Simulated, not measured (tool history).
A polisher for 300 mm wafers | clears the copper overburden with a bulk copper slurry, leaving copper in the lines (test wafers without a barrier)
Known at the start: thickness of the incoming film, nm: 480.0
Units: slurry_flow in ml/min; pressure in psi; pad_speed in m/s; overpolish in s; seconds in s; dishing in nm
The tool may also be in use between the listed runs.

| run | hour | slurry_flow | pressure | pad_speed | slurry_solids | overpolish | seconds | dishing |
|---|---|---|---|---|---|---|---|---|
| 1 | 0.0 | 310 | 1.8 | 1.00 | 1.0 | 9 | 70.495 | 28.996 |
| 2 | 5.5 | 310 | 2.0 | 1.00 | 1.0 | 11 | 64.371 | 34.369 |
| 3 | 10.8 | 310 | 2.1 | 1.00 | 1.0 | 12 | 63.199 | 36.964 |
| 4 | 16.7 | 355 | 2.1 | 1.00 | 1.0 | 12 | 62.371 | 36.956 |
| 5 | 19.5 | 355 | 2.1 | 1.22 | 1.0 | 12 | 50.844 | 39.923 |
| 6 | 26.6 | 355 | 1.9 | 1.22 | 1.0 | 13 | 54.385 | 40.220 |
| 7 | 31.6 | 355 | 1.9 | 1.22 | 1.0 | 13 | 55.776 | 39.604 |
| 8 | 39.4 | 355 | 1.8 | 1.22 | 1.0 | 14 | 57.054 | 41.157 |

Forecast run 9:
| 9 | 40.7 | 355 | 1.7 | 1.22 | 1.0 | 14 | ? | ? |

Run 9 gave seconds 59.780 s, dishing 38.077 nm.
